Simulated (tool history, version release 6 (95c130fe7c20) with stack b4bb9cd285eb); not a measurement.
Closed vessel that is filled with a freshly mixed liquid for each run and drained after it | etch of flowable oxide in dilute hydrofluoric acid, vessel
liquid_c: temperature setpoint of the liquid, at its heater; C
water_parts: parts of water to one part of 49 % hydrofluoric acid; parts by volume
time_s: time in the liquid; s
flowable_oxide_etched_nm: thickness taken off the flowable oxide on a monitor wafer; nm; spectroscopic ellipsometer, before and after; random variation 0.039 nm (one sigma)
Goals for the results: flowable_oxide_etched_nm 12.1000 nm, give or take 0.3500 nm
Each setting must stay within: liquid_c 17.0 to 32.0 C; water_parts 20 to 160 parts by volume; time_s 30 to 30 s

{"run": 1, "hour": 0.0, "liquid_c": 24.0, "water_parts": 90, "time_s": 30, "flowable_oxide_etched_nm": 9.0407}
{"run": 2, "hour": 8.6, "liquid_c": 24.0, "water_parts": 110, "time_s": 30, "flowable_oxide_etched_nm": 7.1878}
{"run": 3, "hour": 17.5, "liquid_c": 24.0, "water_parts": 110, "time_s": 30, "flowable_oxide_etched_nm": 7.2003}
{"run": 4, "hour": 25.3, "liquid_c": 25.0, "water_parts": 105, "time_s": 30, "flowable_oxide_etched_nm": 7.8992}
{"run": 5, "hour": 33.7, "liquid_c": 23.5, "water_parts": 105, "time_s": 30, "flowable_oxide_etched_nm": 7.4332}
{"run": 6, "hour": 39.6, "liquid_c": 27.0, "water_parts": 105, "time_s": 30, "flowable_oxide_etched_nm": 8.5065}
{"run": 7, "hour": 47.2, "liquid_c": 27.5, "water_parts": 105, "time_s": 30, "flowable_oxide_etched_nm": 8.7262}
{"run": 8, "hour": 55.1, "liquid_c": 28.0, "water_parts": 105, "time_s": 30, "flowable_oxide_etched_nm": 8.84}

Which of these 4 next moves meets every target?
{"run": "A", "hour": 63.0, "liquid_c": 28.0, "water_parts": 85, "time_s": 30, "flowable_oxide_etched_nm": "?"}
{"run": "B", "hour": 63.0, "liquid_c": 27.5, "water_parts": 85, "time_s": 30, "flowable_oxide_etched_nm": "?"}
{"run": "C", "hour": 63.0, "liquid_c": 29.5, "water_parts": 90, "time_s": 30, "flowable_oxide_etched_nm": "?"}
{"run": "D", "hour": 63.0, "liquid_c": 26.0, "water_parts": 75, "time_s": 30, "flowable_oxide_etched_nm": "?"}

move=A flowable_oxide_etched_nm=11.2290
move=B flowable_oxide_etched_nm=11.0130
move=C flowable_oxide_etched_nm=11.1540
move=D flowable_oxide_etched_nm=11.9280
A: nearer the targets than the last run, but a result is still out of spec
B: nearer the targets than the last run, but a result is still out of spec
C: nearer the targets than the last run, but a result is still out of spec
D: hits every target within its allowed miss
Correct choice: D, which meets every target

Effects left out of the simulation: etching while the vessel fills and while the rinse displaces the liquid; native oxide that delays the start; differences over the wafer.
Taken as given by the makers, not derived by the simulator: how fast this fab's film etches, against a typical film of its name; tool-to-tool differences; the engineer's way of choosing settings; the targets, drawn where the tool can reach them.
